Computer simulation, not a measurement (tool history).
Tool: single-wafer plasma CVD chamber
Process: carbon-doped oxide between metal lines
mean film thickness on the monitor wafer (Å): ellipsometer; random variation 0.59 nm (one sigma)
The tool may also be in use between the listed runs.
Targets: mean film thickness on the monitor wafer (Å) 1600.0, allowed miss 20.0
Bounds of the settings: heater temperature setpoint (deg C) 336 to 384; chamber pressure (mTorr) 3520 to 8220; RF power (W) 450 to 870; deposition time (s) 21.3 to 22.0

run,hour,heater temperature setpoint (deg C),chamber pressure (mTorr),RF power (W),deposition time (s),mean film thickness on the monitor wafer (Å)
1,0.0,360,5870,660,21.3,1398.9
2,3.2,360,4980,660,21.3,1368.7
3,6.2,360,5750,660,21.3,1397.2
4,8.4,360,5750,660,22.0,1428.6
5,15.5,360,5750,605,22.0,1361.4
6,19.9,354,5750,605,22.0,1382.5
7,25.0,350,6320,630,22.0,1447.6
8,25.7,347,6750,645,22.0,1485.9
9,30.2,345,7040,660,22.0,1538.4
10,37.6,343,7270,665,22.0,1545.6
11,39.4,342,7450,670,22.0,1564.3
12,46.2,341,7570,675,22.0,1578.2

4 next moves are on the table. One of them brings every result within its allowed miss. Which?
A,53.0,340,7480,665,21.6,?
B,53.0,340,7910,660,21.8,?
C,53.0,338,7480,675,22.0,?
D,53.0,346,7950,680,22.0,?

move,mean film thickness on the monitor wafer (Å)
A,1537.4
B,1549.0
C,1591.3
D,1557.9
A: further off than the last run
B: further off than the last run
C: meets every target
D: further off than the last run
The right move is C.
